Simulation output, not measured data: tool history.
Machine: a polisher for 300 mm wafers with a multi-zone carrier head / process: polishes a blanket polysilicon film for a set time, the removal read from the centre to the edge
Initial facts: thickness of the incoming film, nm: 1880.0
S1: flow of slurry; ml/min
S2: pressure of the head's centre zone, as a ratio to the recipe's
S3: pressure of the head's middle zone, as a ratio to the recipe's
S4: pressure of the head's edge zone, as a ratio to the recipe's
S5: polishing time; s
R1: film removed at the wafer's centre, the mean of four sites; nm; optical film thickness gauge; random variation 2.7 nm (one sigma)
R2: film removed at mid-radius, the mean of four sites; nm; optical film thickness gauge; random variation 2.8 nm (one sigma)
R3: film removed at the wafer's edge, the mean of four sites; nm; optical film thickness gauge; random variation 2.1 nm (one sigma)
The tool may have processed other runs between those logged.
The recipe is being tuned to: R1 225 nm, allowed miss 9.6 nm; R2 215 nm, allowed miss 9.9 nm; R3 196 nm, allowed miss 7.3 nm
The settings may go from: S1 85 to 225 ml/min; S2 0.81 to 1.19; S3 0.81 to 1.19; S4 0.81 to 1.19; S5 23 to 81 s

run 1 hour=0 | S1=145 S2=1 S3=1 S4=1 S5=52 | R1=221.92 R2=221.83 R3=223.95
run 2 hour=7.6 | S1=145 S2=1 S3=1 S4=1 S5=61 | R1=257.61 R2=263.59 R3=259.54
run 3 hour=9.2 | S1=145 S2=1 S3=1.05 S4=1 S5=61 | R1=261.25 R2=272.19 R3=262.64
run 4 hour=16.3 | S1=140 S2=1.02 S3=1.04 S4=0.95 S5=58 | R1=247.59 R2=249.63 R3=251.32
run 5 hour=23.8 | S1=140 S2=1.02 S3=1.04 S4=0.95 S5=63 | R1=273.84 R2=278.95 R3=266.25
run 6 hour=28.9 | S1=170 S2=1.02 S3=1.04 S4=0.95 S5=63 | R1=286.74 R2=282.77 R3=273.44
run 7 hour=30.6 | S1=185 S2=1.03 S3=1.08 S4=0.92 S5=57 | R1=255.73 R2=271.15 R3=245.32
run 8 hour=37 | S1=195 S2=1.06 S3=1.07 S4=0.91 S5=53 | R1=247.45 R2=253.18 R3=230.56
run 9 hour=38 | S1=195 S2=1.08 S3=1.07 S4=0.89 S5=51 | R1=249.44 R2=241.18 R3=223.03
run 10 hour=43.5 | S1=190 S2=1.08 S3=1.07 S4=0.87 S5=49 | R1=236.42 R2=229.44 R3=210.89
run 11 hour=44.2 | S1=185 S2=1.08 S3=1.07 S4=0.85 S5=48 | R1=235.4 R2=228.42 R3=200.35

Next run, 5 choices. One meets every target within its allowed miss, the rest don't. Which?
run A hour=44.9 | S1=180 S2=1.12 S3=1.09 S4=0.9 S5=45 | R1=? R2=? R3=?
run B hour=44.9 | S1=185 S2=1.06 S3=1.13 S4=0.87 S5=50 | R1=? R2=? R3=?
run C hour=44.9 | S1=175 S2=1.04 S3=1.13 S4=0.84 S5=50 | R1=? R2=? R3=?
run D hour=44.9 | S1=160 S2=1.18 S3=1.17 S4=0.81 S5=47 | R1=? R2=? R3=?
run E hour=44.9 | S1=155 S2=1.04 S3=1.1 S4=0.86 S5=50 | R1=? R2=? R3=?

move=A R1=225.07 R2=214.05 R3=197.36
move=B R1=237.85 R2=246.49 R3=217.42
move=C R1=230.93 R2=244.26 R3=213.47
move=D R1=242.15 R2=232.65 R3=195.91
move=E R1=225.18 R2=233.45 R3=211.76
A: every result within its allowed miss
B: further off than the last run
C: further off than the last run
D: further off than the last run
E: further off than the last run
A meets every target.
